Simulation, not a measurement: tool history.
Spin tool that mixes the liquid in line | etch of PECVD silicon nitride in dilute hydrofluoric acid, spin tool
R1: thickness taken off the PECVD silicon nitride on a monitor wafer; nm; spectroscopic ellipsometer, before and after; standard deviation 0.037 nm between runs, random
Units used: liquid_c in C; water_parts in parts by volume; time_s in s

{"run": 1, "day": 0.0, "liquid_c": 21, "water_parts": 145, "time_s": 95, "R1": 1.1223}
{"run": 2, "day": 0.308, "liquid_c": 21.5, "water_parts": 145, "time_s": 95, "R1": 1.1468}
{"run": 3, "day": 0.392, "liquid_c": 21.5, "water_parts": 145, "time_s": 75, "R1": 0.90313}
{"run": 4, "day": 0.512, "liquid_c": 22, "water_parts": 135, "time_s": 75, "R1": 1.0144}
{"run": 5, "day": 0.758, "liquid_c": 20.5, "water_parts": 135, "time_s": 75, "R1": 0.87012}
{"run": 6, "day": 1.092, "liquid_c": 21.5, "water_parts": 135, "time_s": 75, "R1": 0.96973}
{"run": 7, "day": 1.342, "liquid_c": 22, "water_parts": 130, "time_s": 75, "R1": 1.0288}
{"run": 8, "day": 1.492, "liquid_c": 22.5, "water_parts": 125, "time_s": 75, "R1": 1.102}
{"run": 9, "day": 1.596, "liquid_c": 23, "water_parts": 120, "time_s": 75, "R1": 1.176}
{"run": 10, "day": 1.904, "liquid_c": 23.5, "water_parts": 115, "time_s": 75, "R1": 1.2891}
{"run": 11, "day": 2.204, "liquid_c": 24, "water_parts": 115, "time_s": 75, "R1": 1.3709}

For run 12, what comes out?
{"run": 12, "day": 2.312, "liquid_c": 24.5, "water_parts": 115, "time_s": 75, "R1": "?"}

{"run 12": {"R1": 1.388}}
